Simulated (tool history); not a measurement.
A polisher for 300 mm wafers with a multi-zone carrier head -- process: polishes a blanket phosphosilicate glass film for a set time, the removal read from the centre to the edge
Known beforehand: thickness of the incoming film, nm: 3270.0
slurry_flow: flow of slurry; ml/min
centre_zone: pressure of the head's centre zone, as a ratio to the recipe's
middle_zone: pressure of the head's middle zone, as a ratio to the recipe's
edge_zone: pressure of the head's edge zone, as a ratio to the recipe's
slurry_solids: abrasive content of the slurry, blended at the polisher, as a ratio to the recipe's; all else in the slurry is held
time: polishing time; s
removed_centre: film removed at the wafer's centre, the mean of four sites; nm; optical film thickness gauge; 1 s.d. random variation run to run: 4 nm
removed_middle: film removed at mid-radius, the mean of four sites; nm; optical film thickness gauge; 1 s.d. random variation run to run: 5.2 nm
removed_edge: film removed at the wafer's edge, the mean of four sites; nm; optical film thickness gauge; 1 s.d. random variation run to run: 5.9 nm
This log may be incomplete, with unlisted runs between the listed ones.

run,hour,slurry_flow,centre_zone,middle_zone,edge_zone,slurry_solids,time,removed_centre,removed_middle,removed_edge
1,0.0,290,1.00,1.00,1.00,1.00,37,319.65,334.58,330.81
2,3.8,255,1.00,1.00,1.00,1.00,37,321.22,326.24,318.79
3,8.1,255,0.93,1.00,1.00,1.00,37,297.39,329.81,324.56
4,12.8,255,0.93,1.00,1.03,1.00,37,297.92,326.00,330.90
5,20.7,275,0.95,1.05,1.03,1.10,38,323.43,365.38,345.87
6,29.6,295,0.95,1.07,1.04,1.20,39,348.90,397.29,381.98
7,35.5,310,0.95,1.10,1.03,1.25,40,364.15,428.41,389.03

Run 8 is up next; what results do you expect?
8,39.7,315,0.95,1.12,1.04,1.30,41,?,?,?

Run 8 measured removed_centre 378.48 nm, removed_middle 448.58 nm, removed_edge 419.83 nm.
